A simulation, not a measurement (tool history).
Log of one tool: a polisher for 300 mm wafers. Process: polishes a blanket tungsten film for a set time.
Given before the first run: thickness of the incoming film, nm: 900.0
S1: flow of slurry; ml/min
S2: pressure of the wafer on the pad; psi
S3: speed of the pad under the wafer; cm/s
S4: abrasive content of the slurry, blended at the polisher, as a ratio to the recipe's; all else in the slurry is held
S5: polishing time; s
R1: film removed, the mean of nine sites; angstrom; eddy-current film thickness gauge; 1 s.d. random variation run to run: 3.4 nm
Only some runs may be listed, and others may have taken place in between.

| run | day | S1 | S2 | S3 | S4 | S5 | R1 |
|---|---|---|---|---|---|---|---|
| 1 | 0 | 215 | 3.6 | 116 | 1 | 88 | 4000.4 |
| 2 | 0.142 | 215 | 3.6 | 116 | 1 | 92 | 4154.3 |
| 3 | 0.371 | 215 | 3.4 | 116 | 1 | 92 | 3883.6 |
| 4 | 0.417 | 215 | 3.4 | 116 | 1.1 | 92 | 4038.9 |
| 5 | 0.554 | 215 | 3.1 | 116 | 1.1 | 92 | 3718.9 |
| 6 | 0.775 | 215 | 4 | 116 | 1.1 | 92 | 4575.9 |
| 7 | 0.867 | 215 | 3.6 | 116 | 1.1 | 92 | 4183.2 |

What does the tool deliver on the next run?
| 8 | 0.975 | 215 | 3.4 | 116 | 1.1 | 92 | ? |

R1: 4023 angstrom
